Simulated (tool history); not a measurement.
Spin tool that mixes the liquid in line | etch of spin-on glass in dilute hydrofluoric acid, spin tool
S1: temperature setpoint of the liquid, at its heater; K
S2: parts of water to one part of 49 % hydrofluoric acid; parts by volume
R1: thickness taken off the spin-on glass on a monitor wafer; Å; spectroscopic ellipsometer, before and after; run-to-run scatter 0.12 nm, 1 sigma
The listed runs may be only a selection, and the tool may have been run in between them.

Run 1, hour 0.0: S1 297.15 K, S2 125 parts by volume, time under the liquid (s) 100. Result: R1 243.49 Å.
Run 2, hour 3.7: S1 297.15 K, S2 155 parts by volume, time under the liquid (s) 100. Result: R1 191.83 Å.
Run 3, hour 6.6: S1 297.15 K, S2 155 parts by volume, time under the liquid (s) 105. Result: R1 199.35 Å.
Run 4, hour 8.5: S1 296.65 K, S2 155 parts by volume, time under the liquid (s) 105. Result: R1 195.17 Å.
Run 5, hour 14.9: S1 298.15 K, S2 155 parts by volume, time under the liquid (s) 105. Result: R1 208.00 Å.
Run 6, hour 19.7: S1 297.15 K, S2 155 parts by volume, time under the liquid (s) 105. Result: R1 199.85 Å.
Run 7, hour 23.1: S1 296.65 K, S2 155 parts by volume, time under the liquid (s) 105. Result: R1 194.49 Å.
Run 8, hour 28.7: S1 296.15 K, S2 155 parts by volume, time under the liquid (s) 105. Result: R1 192.42 Å.
Run 9, hour 30.1: S1 295.65 K, S2 155 parts by volume, time under the liquid (s) 105. Result: R1 187.75 Å.
Run 10, hour 32.9: S1 295.15 K, S2 155 parts by volume, time under the liquid (s) 105. Result: R1 185.94 Å.

Predict the results of run 11:
Run 11, hour 35.6: S1 294.65 K, S2 155 parts by volume, time under the liquid (s) 105. Result: R1 ?.

R1: 180.26 Å

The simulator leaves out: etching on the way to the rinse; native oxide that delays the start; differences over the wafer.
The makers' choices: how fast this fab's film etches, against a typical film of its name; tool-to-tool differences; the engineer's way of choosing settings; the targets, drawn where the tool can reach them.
